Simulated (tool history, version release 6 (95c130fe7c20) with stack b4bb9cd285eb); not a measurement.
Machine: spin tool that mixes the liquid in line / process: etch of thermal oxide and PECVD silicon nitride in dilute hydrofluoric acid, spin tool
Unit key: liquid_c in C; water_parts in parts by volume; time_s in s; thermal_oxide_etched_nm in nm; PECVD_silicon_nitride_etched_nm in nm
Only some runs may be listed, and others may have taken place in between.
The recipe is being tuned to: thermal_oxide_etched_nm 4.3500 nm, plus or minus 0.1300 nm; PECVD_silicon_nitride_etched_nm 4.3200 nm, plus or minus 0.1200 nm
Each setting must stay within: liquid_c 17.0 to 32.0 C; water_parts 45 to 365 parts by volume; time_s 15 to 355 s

| run | day | liquid_c | water_parts | time_s | thermal_oxide_etched_nm | PECVD_silicon_nitride_etched_nm |
|---|---|---|---|---|---|---|
| 1 | 0.000 | 24.0 | 205 | 180 | 3.6774 | 4.7823 |
| 2 | 0.071 | 23.0 | 190 | 175 | 3.8173 | 4.6628 |
| 3 | 0.388 | 22.5 | 180 | 175 | 4.0304 | 4.7436 |
| 4 | 0.525 | 26.0 | 180 | 175 | 4.5731 | 5.9475 |
| 5 | 0.779 | 23.5 | 180 | 175 | 4.1458 | 5.1422 |
| 6 | 0.842 | 23.5 | 215 | 175 | 3.2713 | 4.3066 |
| 7 | 0.904 | 19.5 | 135 | 135 | 3.8187 | 3.9923 |
| 8 | 0.962 | 19.5 | 130 | 135 | 3.9529 | 4.1418 |
| 9 | 1.312 | 19.5 | 125 | 135 | 4.1802 | 4.3291 |
| 10 | 1.500 | 19.0 | 115 | 135 | 4.4822 | 4.5725 |

Which single option among these 5 for the next run brings every result within its allowed miss of target? Just one does.
| A | 1.688 | 20.0 | 130 | 160 | ? | ? |
| B | 1.688 | 22.0 | 140 | 150 | ? | ? |
| C | 1.688 | 18.5 | 115 | 135 | ? | ? |
| D | 1.688 | 20.0 | 145 | 170 | ? | ? |
| E | 1.688 | 23.0 | 135 | 135 | ? | ? |

| move | thermal_oxide_etched_nm | PECVD_silicon_nitride_etched_nm |
|---|---|---|
| A | 4.8239 | 5.0823 |
| B | 4.4980 | 5.0629 |
| C | 4.3976 | 4.3635 |
| D | 4.5228 | 4.8547 |
| E | 4.3902 | 5.0432 |
A: the biggest miss grows against the last run
B: the biggest miss grows against the last run
C: all results in spec
D: the biggest miss grows against the last run
E: the biggest miss grows against the last run
C meets every target.
